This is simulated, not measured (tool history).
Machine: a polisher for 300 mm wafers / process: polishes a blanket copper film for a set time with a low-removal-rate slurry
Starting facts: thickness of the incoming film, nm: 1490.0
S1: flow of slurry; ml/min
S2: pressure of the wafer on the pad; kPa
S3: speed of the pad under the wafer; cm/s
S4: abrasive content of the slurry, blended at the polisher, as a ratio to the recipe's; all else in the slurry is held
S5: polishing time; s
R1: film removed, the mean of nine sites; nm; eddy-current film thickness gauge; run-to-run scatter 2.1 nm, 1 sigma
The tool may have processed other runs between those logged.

run	day	S1	S2	S3	S4	S5	R1
1	0.000	165	18.6	108	1.0	100	286.59
2	0.346	160	17.9	108	1.0	100	277.66
3	0.571	160	17.2	108	1.0	100	267.60
4	0.838	160	19.3	108	1.0	100	297.89
5	1.025	160	19.3	134	1.0	100	362.51
6	1.112	155	17.2	134	1.0	100	329.57
7	1.375	155	15.9	134	1.0	100	314.76
8	1.742	150	14.5	134	1.0	100	284.76
9	1.817	145	13.8	134	1.0	100	271.63
10	1.871	140	13.1	134	1.0	100	259.44

Run 11 is up next; what results do you expect?
11	2.017	135	13.1	134	1.0	100	?

R1: 261.74 nm

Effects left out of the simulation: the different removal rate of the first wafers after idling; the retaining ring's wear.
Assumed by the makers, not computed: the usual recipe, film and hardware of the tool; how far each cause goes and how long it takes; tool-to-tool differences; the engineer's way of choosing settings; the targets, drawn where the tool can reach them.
